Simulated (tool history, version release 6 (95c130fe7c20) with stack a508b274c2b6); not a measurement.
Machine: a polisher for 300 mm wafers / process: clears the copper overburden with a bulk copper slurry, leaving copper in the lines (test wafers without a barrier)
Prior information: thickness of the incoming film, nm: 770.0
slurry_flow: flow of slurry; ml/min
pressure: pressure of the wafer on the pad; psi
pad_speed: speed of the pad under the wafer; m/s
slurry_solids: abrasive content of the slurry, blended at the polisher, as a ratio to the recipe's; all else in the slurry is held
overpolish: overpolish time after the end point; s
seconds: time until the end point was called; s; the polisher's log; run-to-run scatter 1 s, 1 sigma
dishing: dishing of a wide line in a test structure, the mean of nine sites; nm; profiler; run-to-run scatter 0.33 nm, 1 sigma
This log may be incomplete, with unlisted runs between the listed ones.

| run | day | slurry_flow | pressure | pad_speed | slurry_solids | overpolish | seconds | dishing |
|---|---|---|---|---|---|---|---|---|
| 1 | 0 | 195 | 3.2 | 1.36 | 1 | 15 | 48.837 | 94.091 |
| 2 | 0.138 | 195 | 3.2 | 1.36 | 1 | 11 | 48.52 | 80.441 |
| 3 | 0.267 | 195 | 2.9 | 1.28 | 1 | 10 | 56.074 | 68.83 |
| 4 | 0.392 | 245 | 2.9 | 1.28 | 1 | 10 | 54.99 | 69.046 |
| 5 | 0.767 | 245 | 2.9 | 1.14 | 1 | 10 | 60.975 | 64.641 |
| 6 | 0.958 | 255 | 2.7 | 1.08 | 1.1 | 9 | 67.597 | 55.053 |
| 7 | 1.279 | 260 | 2.5 | 1.06 | 1.15 | 8 | 74.679 | 48.039 |
| 8 | 1.392 | 265 | 2.3 | 1.06 | 1.2 | 7 | 78.882 | 40.69 |
| 9 | 1.588 | 265 | 2.2 | 1.06 | 1.2 | 7 | 81.983 | 38.797 |
| 10 | 1.883 | 265 | 2.1 | 1.06 | 1.2 | 7 | 85.306 | 37.507 |
| 11 | 2.021 | 265 | 2 | 1.06 | 1.2 | 7 | 90.378 | 36.163 |
| 12 | 2.2 | 265 | 2 | 1.06 | 1.2 | 7 | 90.291 | 35.531 |

Run 13 comes next. What will it give?
| 13 | 2.371 | 265 | 1.9 | 1.06 | 1.2 | 7 | ? | ? |

{"run 13": {"seconds": 93.21, "dishing": 34.443}}
